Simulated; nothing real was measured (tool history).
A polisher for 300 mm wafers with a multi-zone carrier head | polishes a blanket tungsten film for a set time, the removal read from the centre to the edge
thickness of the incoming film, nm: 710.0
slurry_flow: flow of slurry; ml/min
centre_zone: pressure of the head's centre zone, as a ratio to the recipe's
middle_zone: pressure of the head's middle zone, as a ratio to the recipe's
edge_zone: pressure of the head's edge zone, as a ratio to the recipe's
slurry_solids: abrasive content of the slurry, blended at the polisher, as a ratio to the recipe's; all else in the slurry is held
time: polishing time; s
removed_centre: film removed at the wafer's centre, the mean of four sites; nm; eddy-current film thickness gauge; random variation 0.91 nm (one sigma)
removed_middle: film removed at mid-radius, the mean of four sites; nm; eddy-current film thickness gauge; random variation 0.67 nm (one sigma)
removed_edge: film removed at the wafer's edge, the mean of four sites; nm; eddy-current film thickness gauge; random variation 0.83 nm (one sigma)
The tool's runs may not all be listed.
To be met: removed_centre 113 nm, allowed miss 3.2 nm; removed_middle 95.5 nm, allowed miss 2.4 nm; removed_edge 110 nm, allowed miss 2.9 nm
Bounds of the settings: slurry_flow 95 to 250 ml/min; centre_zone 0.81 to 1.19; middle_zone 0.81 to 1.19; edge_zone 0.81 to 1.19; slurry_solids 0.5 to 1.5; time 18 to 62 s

run 1 hour=0 | slurry_flow=160 centre_zone=1 middle_zone=1 edge_zone=1 slurry_solids=1 time=40 | removed_centre=119.55 removed_middle=110.53 removed_edge=110.06
run 2 hour=8.8 | slurry_flow=160 centre_zone=1 middle_zone=1 edge_zone=1 slurry_solids=1 time=34 | removed_centre=100.03 removed_middle=94.317 removed_edge=92.794
run 3 hour=10.9 | slurry_flow=180 centre_zone=1.01 middle_zone=0.97 edge_zone=1.06 slurry_solids=1.05 time=34 | removed_centre=106.61 removed_middle=95.209 removed_edge=100.27
run 4 hour=14.5 | slurry_flow=190 centre_zone=1.01 middle_zone=0.96 edge_zone=1.09 slurry_solids=1.05 time=34 | removed_centre=106.67 removed_middle=95.854 removed_edge=100.86
run 5 hour=23 | slurry_flow=190 centre_zone=1.01 middle_zone=1.02 edge_zone=1.09 slurry_solids=1.05 time=34 | removed_centre=107.27 removed_middle=100.99 removed_edge=100.78
run 6 hour=25.8 | slurry_flow=215 centre_zone=1.01 middle_zone=1.02 edge_zone=1.09 slurry_solids=1.05 time=34 | removed_centre=108.53 removed_middle=102.21 removed_edge=103.44
run 7 hour=31.1 | slurry_flow=220 centre_zone=1.01 middle_zone=0.98 edge_zone=1.12 slurry_solids=1.05 time=34 | removed_centre=109.89 removed_middle=99.878 removed_edge=103.95
run 8 hour=31.9 | slurry_flow=220 centre_zone=1.01 middle_zone=0.95 edge_zone=1.14 slurry_solids=1.1 time=34 | removed_centre=110.21 removed_middle=98.713 removed_edge=106.62

Which of these 4 next moves meets every target?
run A hour=32.7 | slurry_flow=215 centre_zone=0.98 middle_zone=0.87 edge_zone=1.11 slurry_solids=1 time=37 | removed_centre=? removed_middle=? removed_edge=?
run B hour=32.7 | slurry_flow=240 centre_zone=1.02 middle_zone=0.99 edge_zone=0.99 slurry_solids=1.05 time=35 | removed_centre=? removed_middle=? removed_edge=?
run C hour=32.7 | slurry_flow=230 centre_zone=1.04 middle_zone=0.98 edge_zone=1.18 slurry_solids=1.15 time=32 | removed_centre=? removed_middle=? removed_edge=?
run D hour=32.7 | slurry_flow=225 centre_zone=0.93 middle_zone=0.92 edge_zone=1.14 slurry_solids=1.05 time=35 | removed_centre=? removed_middle=? removed_edge=?

move=A removed_centre=113.91 removed_middle=95.889 removed_edge=112.31
move=B removed_centre=114.88 removed_middle=104.04 removed_edge=102.85
move=C removed_centre=108.98 removed_middle=96.352 removed_edge=105.11
move=D removed_centre=105.64 removed_middle=97.042 removed_edge=109.73
A: meets every target
B: further off than the last run
C: brings the result that was furthest off to its target, and leaves another outside
D: brings the result that was furthest off to its target, and leaves another outside
Answer: A
